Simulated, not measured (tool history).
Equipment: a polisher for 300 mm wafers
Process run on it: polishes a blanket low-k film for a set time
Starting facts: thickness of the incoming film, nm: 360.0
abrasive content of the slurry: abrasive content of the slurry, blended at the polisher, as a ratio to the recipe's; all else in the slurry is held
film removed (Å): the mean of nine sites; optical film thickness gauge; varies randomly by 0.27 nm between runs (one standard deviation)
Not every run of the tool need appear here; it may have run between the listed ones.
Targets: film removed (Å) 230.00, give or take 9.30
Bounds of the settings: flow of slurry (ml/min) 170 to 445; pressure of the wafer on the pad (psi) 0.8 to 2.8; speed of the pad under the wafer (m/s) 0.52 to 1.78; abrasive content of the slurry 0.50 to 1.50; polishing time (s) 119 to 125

run    day  flow of slurry (ml/min)  pressure of the wafer on the pad (psi)  speed of the pad under the wafer (m/s)  abrasive content of the slurry  polishing time (s)  film removed (Å)
  1  0.000                      285                                     1.8                                    1.14                            1.00                 119            479.79
  2  0.183                      285                                     1.8                                    0.86                            1.00                 119            399.35
  3  0.450                      285                                     1.8                                    0.86                            1.00                 119            397.60
  4  0.725                      285                                     1.7                                    0.86                            1.00                 119            374.21
  5  0.838                      285                                     2.1                                    0.86                            1.00                 119            447.18
  6  1.158                      285                                     2.1                                    1.04                            1.00                 119            513.88
  7  1.479                      285                                     1.6                                    0.88                            1.00                 119            366.47
  8  1.667                      285                                     1.5                                    0.86                            1.00                 119            338.38
  9  1.833                      285                                     1.4                                    0.86                            1.00                 119            324.66
 10  2.138                      285                                     1.3                                    0.84                            1.00                 119            302.11
 11  2.296                      285                                     1.2                                    0.84                            1.00                 119            288.50
 12  2.496                      285                                     1.1                                    0.84                            1.00                 119            264.79
 13  2.846                      285                                     1.0                                    0.84                            1.00                 119            252.10

Consider the 4 candidate settings below. Which is the only one whose results all fall within their allowed miss of target?
  A  3.196                      280                                     0.9                                    0.96                            1.05                 119                 ?
  B  3.196                      270                                     1.1                                    0.72                            1.00                 123                 ?
  C  3.196                      275                                     1.2                                    0.56                            1.00                 123                 ?
  D  3.196                      260                                     1.0                                    0.90                            1.05                 124                 ?

move  film removed (Å)
   A            257.06
   B            247.19
   C            225.82
   D            274.87
A: misses by more than the last run did
B: better than the last run, though not everything is in spec
C: meets every target
D: misses by more than the last run did
The move that meets every target is C.

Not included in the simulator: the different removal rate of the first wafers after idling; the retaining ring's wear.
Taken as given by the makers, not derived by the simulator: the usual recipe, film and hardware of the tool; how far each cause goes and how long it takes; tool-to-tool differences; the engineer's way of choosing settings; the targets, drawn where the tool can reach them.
